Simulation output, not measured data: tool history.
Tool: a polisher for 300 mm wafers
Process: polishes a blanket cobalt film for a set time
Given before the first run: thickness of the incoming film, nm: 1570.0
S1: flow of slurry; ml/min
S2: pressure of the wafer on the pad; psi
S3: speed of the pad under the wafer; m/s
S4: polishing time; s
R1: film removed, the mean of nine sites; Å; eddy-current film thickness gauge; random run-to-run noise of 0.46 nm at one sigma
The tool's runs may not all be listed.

run  hour   S1   S2    S3  S4      R1
  1     0  240  1.8  1.18  25  1135.9
  2   6.9  240  1.5  1.04  25  838.25
  3  11.2  240  1.3  0.96  25  682.28
  4  17.6  240  1.3   0.7  25   486.2
  5  25.4  240  1.2   0.7  25  456.76
  6  28.4  240  1.4   0.7  25  545.58
  7  32.6  240  1.3   0.7  25  505.38

Estimate the outcome of run 8 from the log above:
     34.8  -- worn pad replaced by a new one
  8  34.8  240  0.9  0.68  25   ?

{"run 8": {"R1": 357.19}}
